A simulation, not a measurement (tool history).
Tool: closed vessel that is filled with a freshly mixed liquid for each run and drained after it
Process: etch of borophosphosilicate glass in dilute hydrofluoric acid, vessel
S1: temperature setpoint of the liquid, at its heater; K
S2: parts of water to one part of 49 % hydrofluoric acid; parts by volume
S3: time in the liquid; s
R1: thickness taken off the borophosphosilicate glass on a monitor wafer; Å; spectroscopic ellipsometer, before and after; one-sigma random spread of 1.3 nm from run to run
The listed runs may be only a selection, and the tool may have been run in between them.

run 1 day=0 | S1=296.15 S2=45 S3=95 | R1=1130.9
run 2 day=0.225 | S1=296.15 S2=55 S3=95 | R1=925.96
run 3 day=0.6 | S1=297.15 S2=55 S3=95 | R1=937.28
run 4 day=0.721 | S1=298.15 S2=55 S3=95 | R1=993.63
run 5 day=0.967 | S1=299.15 S2=55 S3=95 | R1=1043.7
run 6 day=1.033 | S1=301.15 S2=55 S3=95 | R1=1118.7
run 7 day=1.383 | S1=301.15 S2=55 S3=95 | R1=1115.1

Run 8, settings as shown, results not yet in. Your forecast:
run 8 day=1.65 | S1=301.15 S2=55 S3=95 | R1=?

Logged for run 8: R1 1119.1 Å.
